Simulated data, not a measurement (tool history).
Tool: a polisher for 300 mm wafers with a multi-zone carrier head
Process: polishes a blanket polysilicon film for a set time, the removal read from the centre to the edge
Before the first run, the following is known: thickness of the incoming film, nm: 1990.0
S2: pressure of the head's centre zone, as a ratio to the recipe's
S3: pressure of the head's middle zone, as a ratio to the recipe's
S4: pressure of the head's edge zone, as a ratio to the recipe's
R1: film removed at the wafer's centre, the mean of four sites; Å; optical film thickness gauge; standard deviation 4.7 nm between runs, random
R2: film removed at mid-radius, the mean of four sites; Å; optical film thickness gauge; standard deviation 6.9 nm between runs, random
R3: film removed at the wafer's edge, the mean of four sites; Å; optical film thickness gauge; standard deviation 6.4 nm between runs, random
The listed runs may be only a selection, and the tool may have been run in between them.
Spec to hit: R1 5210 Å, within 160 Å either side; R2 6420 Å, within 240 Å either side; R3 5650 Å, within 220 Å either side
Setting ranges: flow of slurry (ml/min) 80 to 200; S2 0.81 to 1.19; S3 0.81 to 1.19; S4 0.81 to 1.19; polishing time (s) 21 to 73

Run 1, hour 0: flow of slurry (ml/min) 130, S2 1, S3 1, S4 1, polishing time (s) 47. Result: R1 4230.7 Å, R2 4623.1 Å, R3 4464.7 Å.
Run 2, hour 1.8: flow of slurry (ml/min) 140, S2 1, S3 1.03, S4 1.03, polishing time (s) 48. Result: R1 4298.3 Å, R2 4904.7 Å, R3 4660.9 Å.
Run 3, hour 10.6: flow of slurry (ml/min) 150, S2 1.01, S3 1.06, S4 1.05, polishing time (s) 49. Result: R1 4554.6 Å, R2 5075.9 Å, R3 4908.1 Å.
Run 4, hour 18.7: flow of slurry (ml/min) 150, S2 0.98, S3 1.06, S4 1.05, polishing time (s) 49. Result: R1 4514.6 Å, R2 4997.3 Å, R3 4960.6 Å.
Run 5, hour 21.6: flow of slurry (ml/min) 140, S2 0.99, S3 1.09, S4 1.05, polishing time (s) 51. Result: R1 4596.3 Å, R2 5315 Å, R3 5129.9 Å.
Run 6, hour 27: flow of slurry (ml/min) 140, S2 1.05, S3 1.09, S4 1.05, polishing time (s) 51. Result: R1 4891.8 Å, R2 5347.3 Å, R3 5056.1 Å.
Run 7, hour 28.7: flow of slurry (ml/min) 145, S2 1.03, S3 1.11, S4 1.03, polishing time (s) 52. Result: R1 4884.8 Å, R2 5636.6 Å, R3 5162.5 Å.
Run 8, hour 29.4: flow of slurry (ml/min) 180, S2 1.01, S3 1.17, S4 1.08, polishing time (s) 53. Result: R1 5126.2 Å, R2 6140.2 Å, R3 5516.3 Å.

Which one of the following 4 next-run settings gets every result inside its allowed miss? There is exactly one.
Run A, hour 30.1: flow of slurry (ml/min) 180, S2 0.98, S3 1.09, S4 1.09, polishing time (s) 58. Result: R1 ?, R2 ?, R3 ?.
Run B, hour 30.1: flow of slurry (ml/min) 170, S2 0.96, S3 1.02, S4 1.19, polishing time (s) 57. Result: R1 ?, R2 ?, R3 ?.
Run C, hour 30.1: flow of slurry (ml/min) 185, S2 1.03, S3 1.19, S4 0.89, polishing time (s) 55. Result: R1 ?, R2 ?, R3 ?.
Run D, hour 30.1: flow of slurry (ml/min) 160, S2 0.96, S3 1.14, S4 0.99, polishing time (s) 57. Result: R1 ?, R2 ?, R3 ?.

move      R1      R2      R3
   A  5529.2  6417.5  6058.7
   B  5284.2  5925.5  6194.4
   C  5499.6  6565.2  5222.4
   D  5229.9  6420.8  5598.3
A: gets the furthest-off result to its target, but another result is out of tolerance
B: moves away from the targets compared with the last run
C: gets the furthest-off result to its target, but another result is out of tolerance
D: all results in spec
Go with D: it meets all targets.
